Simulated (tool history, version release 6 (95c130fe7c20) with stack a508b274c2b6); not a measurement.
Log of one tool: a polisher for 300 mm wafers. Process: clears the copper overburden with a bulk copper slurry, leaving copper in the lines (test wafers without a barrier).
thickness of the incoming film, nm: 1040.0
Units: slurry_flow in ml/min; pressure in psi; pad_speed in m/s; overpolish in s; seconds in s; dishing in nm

Run 1, hour 0.0: slurry_flow 200 ml/min, pressure 2.4 psi, pad_speed 1.32 m/s, slurry_solids 1.0, overpolish 14 s. Result: seconds 150.490 s, dishing 69.232 nm.
Run 2, hour 5.8: slurry_flow 200 ml/min, pressure 2.6 psi, pad_speed 1.34 m/s, slurry_solids 1.0, overpolish 14 s. Result: seconds 136.580 s, dishing 74.085 nm.
Run 3, hour 7.6: slurry_flow 200 ml/min, pressure 2.7 psi, pad_speed 1.34 m/s, slurry_solids 1.0, overpolish 14 s. Result: seconds 129.820 s, dishing 76.129 nm.
Run 4, hour 8.8: slurry_flow 200 ml/min, pressure 2.8 psi, pad_speed 1.34 m/s, slurry_solids 1.0, overpolish 14 s. Result: seconds 125.090 s, dishing 78.910 nm.
Run 5, hour 14.7: slurry_flow 200 ml/min, pressure 2.8 psi, pad_speed 1.34 m/s, slurry_solids 1.0, overpolish 16 s. Result: seconds 126.550 s, dishing 85.449 nm.
At hour 20.8: slurry nozzle cleaned.
Run 6, hour 20.8: slurry_flow 200 ml/min, pressure 2.5 psi, pad_speed 1.34 m/s, slurry_solids 1.0, overpolish 16 s. Result: seconds 127.020 s, dishing 80.584 nm.
Run 7, hour 26.2: slurry_flow 200 ml/min, pressure 2.6 psi, pad_speed 1.40 m/s, slurry_solids 1.0, overpolish 15 s. Result: seconds 121.160 s, dishing 86.730 nm.

Run 8 comes next. What will it give?
Run 8, hour 30.2: slurry_flow 225 ml/min, pressure 3.2 psi, pad_speed 1.50 m/s, slurry_solids 1.1, overpolish 9 s. Result: seconds ?, dishing ?.

Run 8 gave seconds 91.207 s, dishing 72.593 nm.
